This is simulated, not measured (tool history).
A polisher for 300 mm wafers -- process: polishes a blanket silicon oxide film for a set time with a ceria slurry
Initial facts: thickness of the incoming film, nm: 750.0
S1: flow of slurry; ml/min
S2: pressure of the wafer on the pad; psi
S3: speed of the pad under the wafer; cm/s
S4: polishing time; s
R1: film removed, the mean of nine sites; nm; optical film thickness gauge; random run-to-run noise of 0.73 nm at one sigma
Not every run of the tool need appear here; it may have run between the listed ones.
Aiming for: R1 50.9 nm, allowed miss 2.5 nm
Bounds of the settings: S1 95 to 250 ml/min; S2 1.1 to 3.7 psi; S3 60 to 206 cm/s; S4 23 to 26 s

run 1 hour=0 | S1=160 S2=2.4 S3=132 S4=26 | R1=94.817
run 2 hour=7.5 | S1=160 S2=2.4 S3=164 S4=26 | R1=118
run 3 hour=11 | S1=160 S2=2.4 S3=164 S4=23 | R1=104.95
run 4 hour=15.8 | S1=160 S2=1.9 S3=164 S4=23 | R1=84.295
run 5 hour=21.2 | S1=160 S2=1.9 S3=196 S4=23 | R1=98.656
run 6 hour=25.5 | S1=155 S2=1.7 S3=184 S4=23 | R1=82.394
run 7 hour=31.2 | S1=150 S2=1.6 S3=178 S4=23 | R1=76.235
run 8 hour=39.7 | S1=145 S2=1.5 S3=172 S4=23 | R1=69.795
run 9 hour=47.4 | S1=140 S2=1.4 S3=168 S4=23 | R1=63.28
run 10 hour=54.3 | S1=135 S2=1.3 S3=166 S4=23 | R1=58.285
run 11 hour=61.7 | S1=130 S2=1.3 S3=166 S4=23 | R1=57.239
run 12 hour=70.1 | S1=125 S2=1.3 S3=166 S4=23 | R1=57.206
run 13 hour=77.3 | S1=120 S2=1.3 S3=166 S4=23 | R1=55.764
run 14 hour=79.6 | S1=115 S2=1.3 S3=166 S4=23 | R1=56.743

Which single option among these 5 for the next run brings every result within its allowed miss of target? Just one does.
run A hour=81.9 | S1=145 S2=1.7 S3=114 S4=26 | R1=?
run B hour=81.9 | S1=135 S2=1.2 S3=158 S4=23 | R1=?
run C hour=81.9 | S1=110 S2=1.3 S3=136 S4=23 | R1=?
run D hour=81.9 | S1=100 S2=1.5 S3=152 S4=26 | R1=?
run E hour=81.9 | S1=95 S2=1.5 S3=154 S4=23 | R1=?

move=A R1=58.996
move=B R1=50.205
move=C R1=45.538
move=D R1=64.337
move=E R1=57.083
A: moves away from the targets compared with the last run
B: hits every target within its allowed miss
C: takes the result that was furthest off past its target
D: moves away from the targets compared with the last run
E: moves away from the targets compared with the last run
B is the move that brings every result within its allowed miss.
